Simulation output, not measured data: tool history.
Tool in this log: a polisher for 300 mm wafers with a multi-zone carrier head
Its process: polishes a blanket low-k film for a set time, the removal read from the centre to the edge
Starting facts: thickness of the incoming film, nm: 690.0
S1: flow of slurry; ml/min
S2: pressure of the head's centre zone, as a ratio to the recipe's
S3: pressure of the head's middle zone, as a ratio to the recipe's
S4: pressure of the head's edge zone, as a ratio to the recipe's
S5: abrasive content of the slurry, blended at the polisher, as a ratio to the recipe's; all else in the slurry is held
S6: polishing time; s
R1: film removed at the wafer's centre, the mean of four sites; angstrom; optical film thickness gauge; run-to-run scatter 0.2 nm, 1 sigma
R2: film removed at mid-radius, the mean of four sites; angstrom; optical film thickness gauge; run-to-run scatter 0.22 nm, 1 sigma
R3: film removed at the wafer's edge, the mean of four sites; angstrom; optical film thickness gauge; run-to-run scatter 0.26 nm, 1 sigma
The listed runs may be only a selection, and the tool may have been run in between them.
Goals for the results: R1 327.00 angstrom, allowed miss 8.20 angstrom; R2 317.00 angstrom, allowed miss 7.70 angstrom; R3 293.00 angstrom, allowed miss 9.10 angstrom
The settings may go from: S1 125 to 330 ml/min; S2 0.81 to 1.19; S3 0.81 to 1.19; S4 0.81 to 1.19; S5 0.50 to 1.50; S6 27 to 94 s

| run | hour | S1 | S2 | S3 | S4 | S5 | S6 | R1 | R2 | R3 |
|---|---|---|---|---|---|---|---|---|---|---|
| 1 | 0.0 | 210 | 1.00 | 1.00 | 1.00 | 1.00 | 60 | 264.39 | 269.83 | 261.01 |
| 2 | 3.1 | 210 | 1.08 | 1.00 | 1.00 | 1.00 | 60 | 285.29 | 268.10 | 262.84 |
| 3 | 9.0 | 220 | 1.09 | 1.01 | 1.01 | 1.00 | 60 | 288.68 | 277.72 | 267.83 |
| 4 | 17.8 | 185 | 1.09 | 1.01 | 1.01 | 1.00 | 60 | 283.52 | 267.94 | 260.74 |
| 5 | 26.7 | 195 | 1.10 | 1.02 | 1.02 | 1.00 | 60 | 290.08 | 269.97 | 264.60 |
| 6 | 30.2 | 195 | 1.05 | 1.02 | 1.02 | 1.00 | 60 | 273.10 | 277.15 | 265.84 |
| 7 | 33.9 | 205 | 1.06 | 1.03 | 1.02 | 1.00 | 60 | 277.49 | 278.71 | 267.11 |
| 8 | 42.5 | 215 | 1.07 | 1.04 | 1.02 | 1.00 | 60 | 285.04 | 281.89 | 266.22 |
| 9 | 47.5 | 220 | 1.08 | 1.05 | 1.03 | 1.00 | 60 | 289.46 | 284.59 | 272.93 |
| 10 | 53.4 | 230 | 1.09 | 1.06 | 1.03 | 1.00 | 60 | 294.61 | 291.66 | 271.02 |

Which of these 5 next moves meets every target?
| A | 59.3 | 245 | 1.15 | 1.10 | 1.10 | 0.95 | 65 | ? | ? | ? |
| B | 59.3 | 310 | 1.19 | 1.08 | 1.04 | 0.90 | 69 | ? | ? | ? |
| C | 59.3 | 265 | 1.06 | 1.07 | 1.04 | 1.10 | 61 | ? | ? | ? |
| D | 59.3 | 205 | 1.18 | 1.08 | 1.03 | 1.00 | 63 | ? | ? | ? |
| E | 59.3 | 245 | 0.97 | 1.06 | 1.09 | 1.00 | 63 | ? | ? | ? |

| move | R1 | R2 | R3 |
|---|---|---|---|
| A | 330.95 | 321.51 | 295.72 |
| B | 364.74 | 336.07 | 304.60 |
| C | 308.73 | 317.88 | 291.39 |
| D | 327.85 | 306.41 | 279.97 |
| E | 276.61 | 309.43 | 292.44 |
A: all results land within tolerance of their targets
B: pushes the last run's worst result past its target
C: an improvement on the last run, though not all results are within tolerance
D: puts the biggest miss on target and leaves a different result outside tolerance
E: moves away from the targets compared with the last run
Move A is the one to make.
